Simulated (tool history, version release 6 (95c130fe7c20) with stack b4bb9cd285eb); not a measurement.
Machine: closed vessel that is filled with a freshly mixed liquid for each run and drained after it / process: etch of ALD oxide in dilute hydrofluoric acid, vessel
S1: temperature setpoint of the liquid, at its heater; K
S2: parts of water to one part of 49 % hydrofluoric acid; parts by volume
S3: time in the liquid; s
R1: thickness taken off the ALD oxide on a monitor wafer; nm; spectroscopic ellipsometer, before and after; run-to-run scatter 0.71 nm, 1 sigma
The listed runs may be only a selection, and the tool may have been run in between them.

run,hour,S1,S2,S3,R1
1,0,299.15,100,155,45.507
2,2.9,299.15,70,155,68.752
3,4,297.15,70,155,61.819
4,8.9,299.65,70,155,69.526
5,13.5,299.65,70,155,67.688
6,20.1,299.65,70,165,73.849
7,22.7,299.65,70,165,73.013
8,24.1,301.65,70,165,78.783

Run 9 has not been measured yet. What should we expect?
9,28.8,301.65,70,165,?

{"run 9": {"R1": 80.385}}

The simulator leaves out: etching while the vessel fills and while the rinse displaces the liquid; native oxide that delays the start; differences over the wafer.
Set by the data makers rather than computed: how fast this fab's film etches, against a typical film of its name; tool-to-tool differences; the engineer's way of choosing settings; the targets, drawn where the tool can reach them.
